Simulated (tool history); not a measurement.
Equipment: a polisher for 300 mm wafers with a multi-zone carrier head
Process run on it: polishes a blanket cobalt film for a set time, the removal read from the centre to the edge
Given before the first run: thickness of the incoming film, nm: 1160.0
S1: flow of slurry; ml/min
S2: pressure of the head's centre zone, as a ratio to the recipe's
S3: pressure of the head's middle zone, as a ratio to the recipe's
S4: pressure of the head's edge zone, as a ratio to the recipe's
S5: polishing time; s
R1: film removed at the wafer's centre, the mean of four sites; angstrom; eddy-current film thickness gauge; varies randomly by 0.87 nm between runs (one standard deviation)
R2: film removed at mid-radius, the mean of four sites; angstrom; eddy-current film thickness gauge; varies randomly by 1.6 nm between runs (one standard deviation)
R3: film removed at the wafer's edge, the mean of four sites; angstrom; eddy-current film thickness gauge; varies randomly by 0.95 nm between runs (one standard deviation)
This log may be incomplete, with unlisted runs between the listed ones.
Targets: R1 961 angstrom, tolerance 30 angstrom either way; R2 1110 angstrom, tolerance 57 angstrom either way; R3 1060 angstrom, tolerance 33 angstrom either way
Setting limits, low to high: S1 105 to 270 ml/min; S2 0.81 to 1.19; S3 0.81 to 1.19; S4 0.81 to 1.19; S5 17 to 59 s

run	day	S1	S2	S3	S4	S5	R1	R2	R3
1	0	175	1	1	1	38	1630.9	1599.1	1519.7
2	0.271	165	0.96	0.99	0.98	35	1441.7	1420	1428.2
3	0.612	165	0.92	0.99	0.98	35	1393.5	1417.1	1384.5
4	0.783	200	0.92	0.99	0.98	35	1446.4	1500.6	1434.3
5	0.975	200	0.92	0.99	0.98	27	1106.5	1145.7	1093.1
6	1.233	170	0.92	0.99	0.98	27	1077.4	1097.7	1082.6
7	1.417	165	0.9	1	0.98	27	1036	1124.1	1074.1
# day 1.771: edge zone pressure recalibrated
8	1.771	160	0.89	1	0.98	27	1028.2	1101.1	1132.4
9	1.975	160	0.88	1.01	0.96	27	1009	1145.2	1102.9
10	2.279	155	0.88	1.01	0.95	27	1013.5	1105.3	1094.5
11	2.404	155	0.88	1.02	0.94	27	1014	1113.1	1095.6

Below are 5 possible settings for the next run. Only one of them brings all results inside the allowed miss of their targets. Which is it?
A	2.529	160	0.92	1	1.01	27	?	?	?
B	2.529	155	1.02	1.08	0.93	25	?	?	?
C	2.529	150	1.01	0.99	0.97	27	?	?	?
D	2.529	125	0.87	0.93	0.96	30	?	?	?
E	2.529	135	0.87	1.05	0.92	27	?	?	?

move	R1	R2	R3
A	1047.1	1114.4	1142.5
B	1049.7	1094.4	1018.7
C	1115.3	1090.6	1114.2
D	1044.9	1104	1198.4
E	961.12	1121.1	1073.3
A: further off than the last run
B: further off than the last run
C: further off than the last run
D: further off than the last run
E: every result within its allowed miss
Move E is the one to make.
